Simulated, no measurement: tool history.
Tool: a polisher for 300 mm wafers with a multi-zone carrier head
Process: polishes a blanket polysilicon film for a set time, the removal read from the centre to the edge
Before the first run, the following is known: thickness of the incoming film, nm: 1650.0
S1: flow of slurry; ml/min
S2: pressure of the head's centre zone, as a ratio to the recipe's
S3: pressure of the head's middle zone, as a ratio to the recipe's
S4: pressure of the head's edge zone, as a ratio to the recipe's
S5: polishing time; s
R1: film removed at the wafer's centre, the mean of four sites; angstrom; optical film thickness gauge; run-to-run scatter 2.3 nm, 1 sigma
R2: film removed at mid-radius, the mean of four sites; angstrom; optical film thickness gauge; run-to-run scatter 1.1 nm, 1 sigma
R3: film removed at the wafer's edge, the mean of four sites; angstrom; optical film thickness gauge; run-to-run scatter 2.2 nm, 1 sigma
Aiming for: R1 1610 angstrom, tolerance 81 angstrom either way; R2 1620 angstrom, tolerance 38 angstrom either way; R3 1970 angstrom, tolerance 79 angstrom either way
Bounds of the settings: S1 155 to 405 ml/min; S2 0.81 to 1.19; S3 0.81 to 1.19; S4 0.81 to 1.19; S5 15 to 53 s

{"run": 1, "hour": 0.0, "S1": 260, "S2": 1, "S3": 1, "S4": 1, "S5": 34, "R1": 2299.8, "R2": 2344.8, "R3": 2303.9}
{"run": 2, "hour": 6.2, "S1": 255, "S2": 0.98, "S3": 0.97, "S4": 1.01, "S5": 33, "R1": 2184.5, "R2": 2181.8, "R3": 2233.3}
{"run": 3, "hour": 6.7, "S1": 255, "S2": 0.98, "S3": 0.97, "S4": 1.01, "S5": 36, "R1": 2360.7, "R2": 2381.2, "R3": 2434.8}
{"run": 4, "hour": 12.6, "S1": 250, "S2": 0.96, "S3": 0.95, "S4": 1.01, "S5": 35, "R1": 2288.4, "R2": 2261.9, "R3": 2378.1}
{"run": 5, "hour": 16.0, "S1": 250, "S2": 0.88, "S3": 0.95, "S4": 1.01, "S5": 35, "R1": 2137.5, "R2": 2267.1, "R3": 2355.2}
{"run": 6, "hour": 19.7, "S1": 250, "S2": 0.88, "S3": 0.95, "S4": 1.01, "S5": 30, "R1": 1745.2, "R2": 1930.1, "R3": 1984.7}
{"run": 7, "hour": 27.5, "S1": 245, "S2": 0.87, "S3": 0.93, "S4": 1.02, "S5": 30, "R1": 1727.5, "R2": 1884, "R3": 2036.4}
{"run": 8, "hour": 34.9, "S1": 240, "S2": 0.87, "S3": 0.91, "S4": 1.01, "S5": 30, "R1": 1718.9, "R2": 1891.2, "R3": 2019.7}
{"run": 9, "hour": 37.3, "S1": 240, "S2": 0.88, "S3": 0.9, "S4": 1.02, "S5": 30, "R1": 1744.6, "R2": 1851.8, "R3": 2018.4}

Pick the move, out of 4, that brings all results within their allowed miss; only one does.
{"run": "A", "hour": 39.7, "S1": 215, "S2": 0.81, "S3": 1.04, "S4": 0.99, "S5": 31, "R1": "?", "R2": "?", "R3": "?"}
{"run": "B", "hour": 39.7, "S1": 225, "S2": 0.88, "S3": 0.87, "S4": 1.17, "S5": 27, "R1": "?", "R2": "?", "R3": "?"}
{"run": "C", "hour": 39.7, "S1": 265, "S2": 1.06, "S3": 0.91, "S4": 1.11, "S5": 26, "R1": "?", "R2": "?", "R3": "?"}
{"run": "D", "hour": 39.7, "S1": 245, "S2": 0.92, "S3": 0.84, "S4": 1.04, "S5": 29, "R1": "?", "R2": "?", "R3": "?"}

move=A R1=1664.9 R2=2114.8 R3=2043.7
move=B R1=1586.7 R2=1596 R3=1949.4
move=C R1=1888.4 R2=1628.5 R3=1855.8
move=D R1=1805.4 R2=1685 R3=1990.7
A: the biggest miss grows against the last run
B: in spec on every target
C: the furthest-off result lands on target, but another misses its tolerance
D: better than the last run, though not everything is in spec
Go with B: it meets all targets.
